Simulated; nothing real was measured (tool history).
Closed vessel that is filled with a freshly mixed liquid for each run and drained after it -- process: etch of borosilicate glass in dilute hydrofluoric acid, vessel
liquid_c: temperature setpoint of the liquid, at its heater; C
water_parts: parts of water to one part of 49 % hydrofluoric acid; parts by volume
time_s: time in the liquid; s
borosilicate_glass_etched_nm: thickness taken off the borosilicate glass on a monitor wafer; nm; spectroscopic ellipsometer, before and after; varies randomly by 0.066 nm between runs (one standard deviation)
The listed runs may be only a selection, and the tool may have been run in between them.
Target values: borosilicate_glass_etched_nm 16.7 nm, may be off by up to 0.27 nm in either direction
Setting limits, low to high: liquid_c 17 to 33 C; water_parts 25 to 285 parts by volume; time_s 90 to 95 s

run	hour	liquid_c	water_parts	time_s	borosilicate_glass_etched_nm
1	0	25	155	90	14.86
2	5.7	22.5	155	90	13.419
3	14.5	20.5	155	90	12.438
4	21	23	155	90	13.694
5	24.4	23	180	90	11.568
6	33.1	26	180	90	12.861
7	41.7	28	180	90	13.876
8	44.5	29.5	180	90	14.653
9	45.9	30.5	180	90	15.149
10	48.9	31.5	180	90	15.854
# hour 54.4: hydrofluoric acid flow meter replaced
11	54.4	32	180	90	14.308
12	60.5	32.5	170	90	15.618
13	63.7	32.5	165	90	16.125
14	69.1	33	160	90	17.077

Exactly one of the 4 candidate moves below puts every result within its allowed miss. Which one?
A	74.5	32.5	160	95	?
B	74.5	33	165	95	?
C	74.5	33	170	95	?
D	74.5	32	150	90	?

move	borosilicate_glass_etched_nm
A	17.639
B	17.284
C	16.662
D	17.757
A: lands further from the targets than the last run did
B: lands further from the targets than the last run did
C: each result inside its tolerance
D: lands further from the targets than the last run did
Correct choice: C, which meets every target

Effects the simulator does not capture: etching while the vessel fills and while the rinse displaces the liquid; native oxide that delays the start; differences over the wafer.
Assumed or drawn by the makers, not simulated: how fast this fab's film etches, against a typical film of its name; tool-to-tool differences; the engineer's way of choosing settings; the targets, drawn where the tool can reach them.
